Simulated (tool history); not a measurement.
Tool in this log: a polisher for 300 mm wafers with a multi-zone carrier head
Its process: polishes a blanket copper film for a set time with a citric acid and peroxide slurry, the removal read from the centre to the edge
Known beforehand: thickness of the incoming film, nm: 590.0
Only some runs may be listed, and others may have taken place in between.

run,hour,flow of slurry (ml/min),pressure of the head's centre zone,pressure of the head's middle zone,pressure of the head's edge zone,abrasive content of the slurry,polishing time (s),film removed at the wafer's centre (nm),film removed at mid-radius (nm),film removed at the wafer's edge (nm)
1,0,165,1,1,1,1,58,217.76,225.6,227.71
2,1.5,165,1,1,0.94,1,58,221.25,219.4,217.47
3,3.2,205,1,1,0.94,1,58,235.13,226.25,223.97
4,5.5,205,1,1.06,0.94,1,58,229.89,241.55,226.23
5,8.4,205,0.96,1.06,0.94,1,58,220.14,237.88,226.87
6,12.5,205,0.96,1.06,0.94,0.9,58,212.59,240.46,224.47
7,13.6,195,0.94,1.03,0.92,0.85,57,204.39,228.74,215.71
8,15.5,185,0.92,1,0.91,0.8,55,186.09,208.18,200.16
9,20.4,175,0.9,0.98,0.9,0.75,55,185.35,198.86,194.05

What will run 10 give?
10,22.7,170,0.88,0.97,0.91,0.7,55,?,?,?

For run 10 the tool returned film removed at the wafer's centre (nm) 170.61, film removed at mid-radius (nm) 189.52, film removed at the wafer's edge (nm) 196.67.
